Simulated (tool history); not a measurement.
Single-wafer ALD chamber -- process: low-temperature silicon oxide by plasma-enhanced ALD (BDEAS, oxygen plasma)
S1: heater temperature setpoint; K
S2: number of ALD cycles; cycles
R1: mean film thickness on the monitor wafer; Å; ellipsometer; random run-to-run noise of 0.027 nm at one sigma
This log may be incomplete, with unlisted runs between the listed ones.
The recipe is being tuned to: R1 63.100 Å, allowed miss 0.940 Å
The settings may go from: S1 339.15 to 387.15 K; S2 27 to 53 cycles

run 1 hour=0.0 | S1=363.15 S2=40 | R1=57.393
run 2 hour=6.8 | S1=363.15 S2=36 | R1=51.716
run 3 hour=10.3 | S1=359.15 S2=37 | R1=53.331
run 4 hour=15.9 | S1=350.15 S2=37 | R1=55.620
-- hour=20.2 thermocouple changed; heater temperature recalibrated
run 5 hour=20.2 | S1=343.15 S2=37 | R1=58.505
run 6 hour=24.9 | S1=339.15 S2=37 | R1=58.482
run 7 hour=31.9 | S1=339.15 S2=38 | R1=60.668
run 8 hour=34.1 | S1=339.15 S2=39 | R1=62.147

Next run, 4 choices. One meets every target within its allowed miss, the rest don't. Which?
run A hour=36.3 | S1=339.15 S2=38 | R1=?
run B hour=36.3 | S1=346.15 S2=39 | R1=?
run C hour=36.3 | S1=341.15 S2=40 | R1=?
run D hour=36.3 | S1=341.15 S2=39 | R1=?

move=A R1=60.369
move=B R1=60.422
move=C R1=63.096
move=D R1=61.519
A: the biggest miss grows against the last run
B: the biggest miss grows against the last run
C: all results land within tolerance of their targets
D: the biggest miss grows against the last run
The right move is C.

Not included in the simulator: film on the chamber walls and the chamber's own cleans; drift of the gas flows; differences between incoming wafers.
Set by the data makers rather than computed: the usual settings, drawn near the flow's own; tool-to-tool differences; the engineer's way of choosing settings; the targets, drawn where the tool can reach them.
